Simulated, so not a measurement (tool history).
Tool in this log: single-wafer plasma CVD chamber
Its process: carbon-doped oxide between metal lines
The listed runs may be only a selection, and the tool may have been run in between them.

| run | hour | heater temperature setpoint (K) | chamber pressure (Pa) | RF power (kW) | deposition time (s) | mean film thickness on the monitor wafer (Å) |
|---|---|---|---|---|---|---|
| 1 | 0 | 643.15 | 651 | 0.54 | 19.9 | 972.49 |
| 2 | 1.4 | 643.15 | 749 | 0.54 | 19.9 | 984.49 |
| 3 | 10.1 | 638.15 | 749 | 0.54 | 19.9 | 996.95 |
| 4 | 13.1 | 639.15 | 741 | 0.515 | 19.8 | 974.65 |
| 5 | 18.6 | 639.15 | 835 | 0.515 | 19.8 | 981.47 |
| 6 | 20.4 | 640.15 | 824 | 0.49 | 19.7 | 949.88 |

The next listed run, before its measurement:
| 7 | 29.2 | 641.15 | 813 | 0.475 | 19.6 | ? |

{"run 7": {"mean film thickness on the monitor wafer (Å)": 927.53}}
